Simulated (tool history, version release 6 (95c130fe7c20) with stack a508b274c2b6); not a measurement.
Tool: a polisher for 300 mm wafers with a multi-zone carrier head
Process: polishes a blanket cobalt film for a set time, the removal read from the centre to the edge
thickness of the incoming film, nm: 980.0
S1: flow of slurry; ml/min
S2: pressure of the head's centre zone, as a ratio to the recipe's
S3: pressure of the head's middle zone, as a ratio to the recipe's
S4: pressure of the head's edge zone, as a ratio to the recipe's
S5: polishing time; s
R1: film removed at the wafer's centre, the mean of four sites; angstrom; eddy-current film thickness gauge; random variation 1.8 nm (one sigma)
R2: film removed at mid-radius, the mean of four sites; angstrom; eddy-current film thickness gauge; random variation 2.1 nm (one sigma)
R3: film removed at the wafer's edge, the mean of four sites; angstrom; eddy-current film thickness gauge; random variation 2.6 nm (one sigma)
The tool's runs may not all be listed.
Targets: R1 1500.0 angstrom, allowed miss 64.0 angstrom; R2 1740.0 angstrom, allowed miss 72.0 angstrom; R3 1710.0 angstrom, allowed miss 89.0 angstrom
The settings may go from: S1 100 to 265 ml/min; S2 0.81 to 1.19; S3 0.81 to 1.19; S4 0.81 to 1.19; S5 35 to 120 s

run	day	S1	S2	S3	S4	S5	R1	R2	R3
1	0.000	170	1.00	1.00	1.00	77	2996.4	2941.8	2925.3
2	0.254	170	0.96	1.00	1.00	77	2851.2	2934.3	2880.2
3	0.396	170	0.89	1.00	1.00	77	2626.9	2960.8	2902.2
4	0.746	160	0.87	0.98	0.97	66	2168.4	2439.9	2466.9
5	0.912	155	0.86	0.98	0.94	59	1899.9	2244.6	2176.3
6	1.192	155	0.86	0.98	0.98	59	1911.1	2200.1	2180.1
7	1.462	150	0.86	0.98	0.98	55	1837.9	2039.4	2065.6
8	1.529	145	0.86	0.98	0.96	52	1656.3	1884.9	1945.8
9	1.642	140	0.93	1.02	0.86	48	1638.6	1812.3	1719.3
10	1.904	130	0.91	1.01	0.87	48	1606.4	1727.0	1693.1

Which of these 5 next moves meets every target?
A	2.167	125	0.87	1.02	0.95	48	?	?	?
B	2.167	145	0.99	1.03	0.87	45	?	?	?
C	2.167	100	0.87	0.89	0.89	53	?	?	?
D	2.167	100	0.95	1.04	0.82	53	?	?	?
E	2.167	100	1.03	0.94	0.94	52	?	?	?

move	R1	R2	R3
A	1491.5	1742.6	1719.6
B	1660.1	1707.0	1610.5
C	1520.3	1602.9	1779.7
D	1663.1	1826.0	1734.6
E	1769.0	1644.3	1774.0
A: meets every target
B: further off than the last run
C: brings the result that was furthest off to its target, and leaves another outside
D: further off than the last run
E: further off than the last run
Move A is the one to make.
